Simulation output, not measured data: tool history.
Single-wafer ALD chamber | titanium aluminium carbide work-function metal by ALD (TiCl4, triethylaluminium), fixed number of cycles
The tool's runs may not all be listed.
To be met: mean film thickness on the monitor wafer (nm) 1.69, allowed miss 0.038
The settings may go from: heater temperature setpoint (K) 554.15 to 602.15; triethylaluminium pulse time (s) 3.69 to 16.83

run,hour,heater temperature setpoint (K),triethylaluminium pulse time (s),mean film thickness on the monitor wafer (nm)
1,0,578.15,10.26,2.0767
2,9,573.15,8.76,1.9751
3,15.6,569.15,8.76,1.9287
4,23.2,566.15,7.99,1.877
5,25.5,563.15,7.39,1.8009
6,26.2,561.15,7.23,1.7767
7,34.2,560.15,7.1,1.7604
8,42.6,554.15,5.71,1.5517
9,44.8,556.15,5.78,1.5826
10,53,567.15,7.01,1.8116
11,61.2,567.15,7.01,1.8122
12,67.7,555.15,4.69,1.399
13,74.1,560.15,4.98,1.4929
14,78.5,563.15,5.24,1.5592
15,80.7,565.15,5.38,1.5938
16,83.5,567.15,5.48,1.6323
17,87,568.15,5.53,1.645
18,90.7,568.15,5.53,1.6509

Which of these 5 next moves meets every target?
A,94.4,564.15,6.12,?
B,94.4,560.15,5.65,?
C,94.4,577.15,5.03,?
D,94.4,575.15,6.13,?
E,94.4,568.15,5.37,?

move,mean film thickness on the monitor wafer (nm)
A,1.6926
B,1.5977
C,1.6264
D,1.7869
E,1.6183
A: meets every target
B: further off than the last run
C: further off than the last run
D: takes the result that was furthest off past its target
E: further off than the last run
The right move is A.

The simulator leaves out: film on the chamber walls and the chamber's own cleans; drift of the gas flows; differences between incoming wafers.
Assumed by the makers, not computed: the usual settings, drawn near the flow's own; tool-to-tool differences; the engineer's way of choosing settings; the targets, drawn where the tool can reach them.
